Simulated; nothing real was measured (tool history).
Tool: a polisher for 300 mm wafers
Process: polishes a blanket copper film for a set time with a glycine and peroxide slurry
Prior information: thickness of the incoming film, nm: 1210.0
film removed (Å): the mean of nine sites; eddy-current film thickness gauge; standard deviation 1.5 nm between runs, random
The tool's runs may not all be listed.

run	hour	flow of slurry (ml/min)	pressure of the wafer on the pad (psi)	speed of the pad under the wafer (m/s)	polishing time (s)	film removed (Å)
1	0	230	3.2	1.24	33	2710.4
2	1.8	195	3.2	1.24	33	2693.6
3	4.3	150	3.2	1.24	33	2586.5
4	9.7	185	3.2	1.24	33	2654.5
5	13.8	185	3.2	1.46	33	3018.3
6	22.7	185	3.2	1.46	33	2966
7	29.9	185	2.9	1.42	33	2797.2

Run 8 is up next; what results do you expect?
8	31.3	185	2.7	1.34	33	?

{"run 8": {"film removed (Å)": 2592.2}}
